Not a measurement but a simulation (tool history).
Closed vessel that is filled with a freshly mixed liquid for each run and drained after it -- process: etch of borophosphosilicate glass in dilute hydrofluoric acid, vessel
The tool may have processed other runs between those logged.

run  hour  temperature setpoint of the liquid (C)  parts of water to one part of 49 % hydrofluoric acid (parts by volume)  time in the liquid (s)  thickness taken off the borophosphosilicate glass on a monitor wafer (nm)
  1     0                                      26                                                                     240                      30                                                                     6.8699
  2   8.9                                      26                                                                     240                      30                                                                     6.7666
  3  14.6                                      26                                                                     285                      30                                                                     5.5343
  4  18.6                                      28                                                                     285                      30                                                                     5.9445
  5  21.4                                    28.5                                                                     275                      30                                                                     6.3725
  6    30                                      31                                                                     275                      30                                                                     6.8314
  7  36.2                                    31.5                                                                     265                      30                                                                     7.3998
  8  42.4                                      32                                                                     255                      30                                                                     7.8488
  9  48.9                                      32                                                                     250                      30                                                                     7.9446
 10  56.8                                      34                                                                     190                      30                                                                     12.225
 11  60.9                                    33.5                                                                     190                      30                                                                     12.071
 12  65.2                                      33                                                                     190                      30                                                                     11.736

Run 13 has not been measured yet. What should we expect?
 13  69.4                                      32                                                                     190                      30                                                                          ?

thickness taken off the borophosphosilicate glass on a monitor wafer (nm): 11.363
